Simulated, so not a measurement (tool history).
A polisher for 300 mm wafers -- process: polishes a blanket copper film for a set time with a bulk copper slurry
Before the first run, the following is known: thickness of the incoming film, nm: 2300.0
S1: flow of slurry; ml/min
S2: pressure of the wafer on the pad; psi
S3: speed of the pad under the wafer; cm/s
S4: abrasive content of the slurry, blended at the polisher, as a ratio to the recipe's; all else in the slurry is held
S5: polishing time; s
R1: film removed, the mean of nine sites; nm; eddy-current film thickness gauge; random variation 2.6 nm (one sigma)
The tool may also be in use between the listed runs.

{"run": 1, "hour": 0.0, "S1": 275, "S2": 2.2, "S3": 94, "S4": 1, "S5": 62, "R1": 473.79}
{"run": 2, "hour": 0.7, "S1": 275, "S2": 1.9, "S3": 84, "S4": 1, "S5": 62, "R1": 370.8}
{"run": 3, "hour": 8.1, "S1": 275, "S2": 1.9, "S3": 84, "S4": 1.15, "S5": 62, "R1": 382.09}
{"run": 4, "hour": 17.1, "S1": 275, "S2": 2.4, "S3": 84, "S4": 1.15, "S5": 62, "R1": 472.54}
{"run": 5, "hour": 19.0, "S1": 275, "S2": 2.4, "S3": 84, "S4": 1, "S5": 62, "R1": 463.77}
{"run": 6, "hour": 25.0, "S1": 305, "S2": 2.4, "S3": 84, "S4": 1, "S5": 62, "R1": 468.42}
{"run": 7, "hour": 26.1, "S1": 305, "S2": 2.1, "S3": 76, "S4": 1, "S5": 62, "R1": 375.68}
{"run": 8, "hour": 29.1, "S1": 305, "S2": 1.8, "S3": 70, "S4": 1, "S5": 62, "R1": 299.14}
{"run": 9, "hour": 35.4, "S1": 305, "S2": 1.6, "S3": 68, "S4": 1, "S5": 62, "R1": 263.92}

Run 10 has not been measured yet. What should we expect?
{"run": 10, "hour": 38.7, "S1": 305, "S2": 1.6, "S3": 68, "S4": 1, "S5": 62, "R1": "?"}

Run 10 came out at R1 257.64 nm.

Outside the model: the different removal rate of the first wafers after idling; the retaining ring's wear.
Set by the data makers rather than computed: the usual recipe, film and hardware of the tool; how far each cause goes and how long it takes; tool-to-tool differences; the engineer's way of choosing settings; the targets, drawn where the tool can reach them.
